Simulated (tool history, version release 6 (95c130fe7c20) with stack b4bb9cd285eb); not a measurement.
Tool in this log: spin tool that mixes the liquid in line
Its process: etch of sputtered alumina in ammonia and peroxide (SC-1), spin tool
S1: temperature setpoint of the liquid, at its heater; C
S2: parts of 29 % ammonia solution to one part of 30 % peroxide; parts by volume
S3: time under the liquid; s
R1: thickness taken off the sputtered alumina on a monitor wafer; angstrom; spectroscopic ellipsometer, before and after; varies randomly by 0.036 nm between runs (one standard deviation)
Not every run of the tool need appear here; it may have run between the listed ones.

run 1 hour=0.0 | S1=57.0 S2=0.60 S3=40 | R1=27.813
run 2 hour=1.9 | S1=54.0 S2=0.60 S3=40 | R1=24.216
run 3 hour=3.1 | S1=57.5 S2=0.60 S3=40 | R1=28.620
run 4 hour=9.0 | S1=57.5 S2=0.50 S3=40 | R1=28.535
run 5 hour=10.3 | S1=57.5 S2=0.65 S3=40 | R1=28.917
run 6 hour=11.0 | S1=64.5 S2=0.65 S3=40 | R1=41.528
run 7 hour=17.9 | S1=65.0 S2=0.65 S3=40 | R1=42.567

Expected results for the next run?
run 8 hour=23.5 | S1=65.5 S2=0.65 S3=40 | R1=?

{"run 8": {"R1": 43.69}}

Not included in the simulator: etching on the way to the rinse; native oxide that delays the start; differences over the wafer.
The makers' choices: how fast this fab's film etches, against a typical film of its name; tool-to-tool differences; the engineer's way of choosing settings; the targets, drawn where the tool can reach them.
